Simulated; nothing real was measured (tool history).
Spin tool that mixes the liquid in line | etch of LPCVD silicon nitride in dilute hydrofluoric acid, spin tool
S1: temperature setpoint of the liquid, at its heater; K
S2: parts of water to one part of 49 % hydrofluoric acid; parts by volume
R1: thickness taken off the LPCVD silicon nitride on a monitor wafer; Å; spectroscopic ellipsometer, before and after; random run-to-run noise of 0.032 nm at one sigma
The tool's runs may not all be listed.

{"run": 1, "hour": 0.0, "S1": 298.15, "S2": 50, "time under the liquid (s)": 90, "R1": 7.603}
{"run": 2, "hour": 1.7, "S1": 298.15, "S2": 50, "time under the liquid (s)": 70, "R1": 5.9768}
{"run": 3, "hour": 8.2, "S1": 299.15, "S2": 45, "time under the liquid (s)": 70, "R1": 6.964}
{"run": 4, "hour": 15.1, "S1": 299.15, "S2": 45, "time under the liquid (s)": 90, "R1": 9.1994}
{"hour": 23.6, "done": "thermometer replaced"}
{"run": 5, "hour": 23.6, "S1": 300.15, "S2": 45, "time under the liquid (s)": 90, "R1": 11.461}
{"run": 6, "hour": 27.5, "S1": 302.15, "S2": 45, "time under the liquid (s)": 90, "R1": 13.141}
{"run": 7, "hour": 28.2, "S1": 302.65, "S2": 45, "time under the liquid (s)": 90, "R1": 13.358}

The next listed run, before its measurement:
{"run": 8, "hour": 33.1, "S1": 306.15, "S2": 35, "time under the liquid (s)": 90, "R1": "?"}

{"run 8": {"R1": 21.201}}
